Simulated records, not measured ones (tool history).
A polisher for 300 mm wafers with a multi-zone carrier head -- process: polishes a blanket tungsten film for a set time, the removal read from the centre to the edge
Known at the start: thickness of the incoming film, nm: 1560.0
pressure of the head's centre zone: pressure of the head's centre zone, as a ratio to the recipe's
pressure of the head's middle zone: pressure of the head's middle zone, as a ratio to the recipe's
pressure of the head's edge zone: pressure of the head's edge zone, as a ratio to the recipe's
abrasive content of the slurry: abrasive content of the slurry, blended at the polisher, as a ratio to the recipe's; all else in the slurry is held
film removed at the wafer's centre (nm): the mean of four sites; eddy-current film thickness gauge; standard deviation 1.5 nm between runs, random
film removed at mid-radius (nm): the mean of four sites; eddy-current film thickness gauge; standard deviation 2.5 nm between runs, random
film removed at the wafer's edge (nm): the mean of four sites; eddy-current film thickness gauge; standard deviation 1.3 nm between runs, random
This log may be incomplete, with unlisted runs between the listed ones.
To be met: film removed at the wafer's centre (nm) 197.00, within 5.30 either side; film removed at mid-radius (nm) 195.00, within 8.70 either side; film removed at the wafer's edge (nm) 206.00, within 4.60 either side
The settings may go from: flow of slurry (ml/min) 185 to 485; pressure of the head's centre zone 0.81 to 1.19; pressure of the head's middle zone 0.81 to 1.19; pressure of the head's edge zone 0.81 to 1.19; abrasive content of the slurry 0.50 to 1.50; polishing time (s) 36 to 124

run	hour	flow of slurry (ml/min)	pressure of the head's centre zone	pressure of the head's middle zone	pressure of the head's edge zone	abrasive content of the slurry	polishing time (s)	film removed at the wafer's centre (nm)	film removed at mid-radius (nm)	film removed at the wafer's edge (nm)
1	0.0	310	1.00	1.00	1.00	1.00	79	266.70	264.92	264.26
2	6.2	300	0.97	0.96	0.96	0.85	78	250.89	238.81	248.76
3	11.6	230	0.97	0.96	0.96	0.85	78	240.36	234.27	244.24
4	18.0	230	0.94	0.95	0.93	0.75	77	227.46	227.27	232.43
# hour 20.5: worn pad replaced by a new one
5	20.5	230	0.92	0.93	0.91	0.70	76	231.25	233.85	242.17
6	25.7	220	0.94	0.95	0.96	0.65	75	229.44	231.66	241.67
7	31.0	215	0.93	0.93	0.93	0.70	73	223.55	225.11	235.15
8	33.7	220	0.90	0.86	0.84	0.50	68	191.15	186.37	199.48
9	37.1	220	0.90	0.87	0.85	0.50	68	192.29	188.79	199.58
10	42.6	220	0.90	0.88	0.86	0.50	68	190.00	192.06	200.50

4 next moves are on the table. One of them brings every result within its allowed miss. Which?
A	48.1	205	0.95	0.85	0.87	0.55	65	?	?	?
B	48.1	210	0.89	0.92	0.86	0.50	68	?	?	?
C	48.1	215	0.91	0.81	0.92	0.60	63	?	?	?
D	48.1	185	0.90	0.87	0.82	0.55	71	?	?	?

move	film removed at the wafer's centre (nm)	film removed at mid-radius (nm)	film removed at the wafer's edge (nm)
A	195.68	179.60	194.89
B	189.54	196.42	200.30
C	185.28	171.71	196.49
D	199.55	196.94	206.36
A: meets the target for the result that was furthest off, but another lies outside its allowed miss
B: moves away from the targets compared with the last run
C: moves away from the targets compared with the last run
D: hits every target within its allowed miss
Move D is the one to make.
